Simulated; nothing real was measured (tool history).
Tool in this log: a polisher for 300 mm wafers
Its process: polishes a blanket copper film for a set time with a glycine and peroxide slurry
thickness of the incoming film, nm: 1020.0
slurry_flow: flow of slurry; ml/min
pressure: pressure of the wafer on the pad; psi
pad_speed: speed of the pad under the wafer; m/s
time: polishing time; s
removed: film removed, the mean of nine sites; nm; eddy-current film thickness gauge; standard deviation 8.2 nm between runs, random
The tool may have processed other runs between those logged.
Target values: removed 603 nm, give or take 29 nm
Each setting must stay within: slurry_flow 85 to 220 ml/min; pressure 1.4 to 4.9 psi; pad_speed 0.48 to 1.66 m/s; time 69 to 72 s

run,day,slurry_flow,pressure,pad_speed,time,removed
1,0,140,3.1,1.06,69,412.57
2,0.279,115,3.1,1.06,69,386.2
3,0.388,115,3.1,1.06,72,410.97
4,0.7,115,3.1,1.06,72,409.77
5,0.854,125,3.3,1.06,72,439.56
6,1.212,125,3.3,1.16,72,469.89
7,1.521,125,3.3,1.16,72,471.95
8,1.783,135,3.4,1.16,72,483.43
9,2.104,140,3.6,1.16,72,509.59

Which single option among these 5 for the next run brings every result within its allowed miss of target? Just one does.
A,2.425,125,4.5,1.14,72,?
B,2.425,145,3.2,1.08,69,?
C,2.425,170,3,1.14,72,?
D,2.425,190,3.6,0.98,69,?
E,2.425,120,4.2,1.1,72,?

move,removed
A,595.07
B,424.79
C,452.72
D,445.73
E,540.58
A: in spec on every target
B: further off than the last run
C: further off than the last run
D: further off than the last run
E: better than the last run, though not everything is in spec
Correct choice: A, which meets every target
